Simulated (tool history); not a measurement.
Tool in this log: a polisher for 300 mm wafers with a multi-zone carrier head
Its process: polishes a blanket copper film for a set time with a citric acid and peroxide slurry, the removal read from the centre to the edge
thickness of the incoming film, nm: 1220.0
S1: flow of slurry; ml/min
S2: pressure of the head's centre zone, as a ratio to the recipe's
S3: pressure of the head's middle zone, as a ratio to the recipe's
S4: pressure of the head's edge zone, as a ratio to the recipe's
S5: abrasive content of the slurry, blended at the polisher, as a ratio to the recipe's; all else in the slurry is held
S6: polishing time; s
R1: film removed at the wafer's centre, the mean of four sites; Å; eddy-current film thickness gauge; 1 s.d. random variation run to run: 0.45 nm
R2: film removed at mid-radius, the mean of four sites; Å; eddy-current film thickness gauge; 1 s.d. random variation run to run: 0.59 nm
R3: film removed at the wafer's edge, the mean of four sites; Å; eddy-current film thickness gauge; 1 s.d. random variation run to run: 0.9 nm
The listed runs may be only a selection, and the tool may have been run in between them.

run,hour,S1,S2,S3,S4,S5,S6,R1,R2,R3
1,0.0,310,1.00,1.00,1.00,1.00,32,871.34,901.41,844.47
2,6.1,305,0.98,0.99,0.98,1.00,32,842.14,881.70,847.31
3,9.6,305,0.98,0.99,1.06,1.00,32,846.55,899.57,896.16
4,16.6,305,0.98,0.99,1.06,1.20,32,868.71,922.21,909.42
5,19.2,305,0.97,0.99,1.04,1.15,32,849.18,915.97,862.33
6,22.0,305,0.97,0.99,1.04,1.25,32,856.08,920.26,890.32
7,24.6,265,0.87,0.89,0.94,1.00,32,729.62,796.66,834.11
8,28.1,265,0.87,0.90,0.93,1.00,32,732.96,809.95,820.77
9,33.7,265,0.87,0.90,0.92,1.00,32,727.97,797.19,826.16

What does the tool deliver on the next run?
10,40.1,265,0.87,0.91,0.91,0.95,32,?,?,?

{"run 10": {"R1": 724.06, "R2": 809.27, "R3": 798.87}}
